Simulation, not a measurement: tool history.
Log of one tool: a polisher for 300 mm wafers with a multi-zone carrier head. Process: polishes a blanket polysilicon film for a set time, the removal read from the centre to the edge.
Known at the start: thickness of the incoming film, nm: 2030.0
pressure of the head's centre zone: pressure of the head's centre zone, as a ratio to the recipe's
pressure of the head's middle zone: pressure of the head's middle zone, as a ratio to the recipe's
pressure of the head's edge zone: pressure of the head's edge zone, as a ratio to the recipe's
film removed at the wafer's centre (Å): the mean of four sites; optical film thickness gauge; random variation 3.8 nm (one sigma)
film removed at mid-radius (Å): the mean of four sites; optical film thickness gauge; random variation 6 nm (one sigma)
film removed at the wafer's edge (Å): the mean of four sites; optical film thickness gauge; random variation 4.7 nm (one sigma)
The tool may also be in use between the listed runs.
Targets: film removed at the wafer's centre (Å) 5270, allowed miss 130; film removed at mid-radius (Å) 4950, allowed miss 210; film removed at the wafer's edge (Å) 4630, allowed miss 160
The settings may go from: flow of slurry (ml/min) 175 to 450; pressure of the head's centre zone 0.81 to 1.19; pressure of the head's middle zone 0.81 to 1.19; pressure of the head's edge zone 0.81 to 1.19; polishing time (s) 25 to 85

| run | hour | flow of slurry (ml/min) | pressure of the head's centre zone | pressure of the head's middle zone | pressure of the head's edge zone | polishing time (s) | film removed at the wafer's centre (Å) | film removed at mid-radius (Å) | film removed at the wafer's edge (Å) |
|---|---|---|---|---|---|---|---|---|---|
| 1 | 0 | 290 | 1 | 1 | 1 | 55 | 6171.9 | 6275.2 | 6446.8 |
| 2 | 1.5 | 290 | 1 | 1 | 0.93 | 55 | 6194.9 | 6226.7 | 6044.5 |
| 3 | 4.8 | 290 | 1 | 1 | 0.93 | 49 | 5618.3 | 5622.7 | 5486.8 |
| 4 | 13 | 290 | 1 | 1 | 0.98 | 49 | 5588.1 | 5573.7 | 5626.6 |
| 5 | 13.6 | 285 | 1 | 0.99 | 0.94 | 48 | 5391.2 | 5469.8 | 5451.7 |
| 6 | 15.7 | 220 | 1 | 0.99 | 0.94 | 48 | 5222.3 | 5282.3 | 5169.8 |
| 7 | 20.6 | 215 | 1.01 | 0.98 | 0.91 | 48 | 5207.5 | 5097.6 | 5049.7 |
| 8 | 23 | 210 | 1.02 | 0.98 | 0.89 | 48 | 5271.8 | 5217.8 | 4968.4 |
| 9 | 29.6 | 205 | 1.03 | 0.97 | 0.87 | 48 | 5218.6 | 5128 | 4935 |
| 10 | 36.2 | 200 | 1.05 | 0.97 | 0.86 | 48 | 5356.6 | 5217.3 | 4891.2 |
| 11 | 39.3 | 200 | 1.06 | 0.93 | 0.81 | 46 | 5137.4 | 4629.5 | 4636.6 |
| 12 | 40.4 | 200 | 1.06 | 0.93 | 0.81 | 46 | 5106.2 | 4727.5 | 4578.2 |

5 next moves are on the table. One of them brings every result within its allowed miss. Which?
| A | 41.5 | 230 | 1.1 | 0.97 | 0.81 | 41 | ? | ? | ? |
| B | 41.5 | 195 | 1.09 | 0.86 | 0.83 | 46 | ? | ? | ? |
| C | 41.5 | 175 | 1.13 | 0.95 | 0.81 | 43 | ? | ? | ? |
| D | 41.5 | 210 | 1.06 | 0.97 | 0.82 | 43 | ? | ? | ? |
| E | 41.5 | 210 | 1.08 | 0.99 | 0.84 | 45 | ? | ? | ? |

| move | film removed at the wafer's centre (Å) | film removed at mid-radius (Å) | film removed at the wafer's edge (Å) |
|---|---|---|---|
| A | 4939.6 | 4412.9 | 4193 |
| B | 5325.4 | 4385 | 4667.8 |
| C | 5045.4 | 4340.1 | 4246.8 |
| D | 4913.1 | 4564.5 | 4375 |
| E | 5240 | 4854.7 | 4626.2 |
A: further off than the last run
B: brings the result that was furthest off to its target, and leaves another outside
C: further off than the last run
D: further off than the last run
E: meets every target
The right move is E.
